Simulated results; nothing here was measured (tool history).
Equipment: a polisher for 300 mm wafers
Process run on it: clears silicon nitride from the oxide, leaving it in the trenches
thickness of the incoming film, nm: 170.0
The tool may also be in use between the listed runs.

run,hour,flow of slurry (ml/min),pressure of the wafer on the pad (kPa),speed of the pad under the wafer (cm/s),overpolish time after the end point (s),time until the end point was called (s)
1,0,150,20.7,126,6,159.71
2,5.5,150,19.3,126,6,173.21
3,13.7,150,18.6,126,6,178.59
4,20.8,150,17.9,126,6,180.9
5,21.7,150,17.9,148,6,160.39
6,22.9,150,16.5,148,6,173.3
7,27.3,150,15.2,148,6,191.45
8,28.7,135,11,148,6,264.1

Run 9 has not been measured yet. What should we expect?
9,37.3,140,11,148,6,?

{"run 9": {"time until the end point was called (s)": 256.24}}
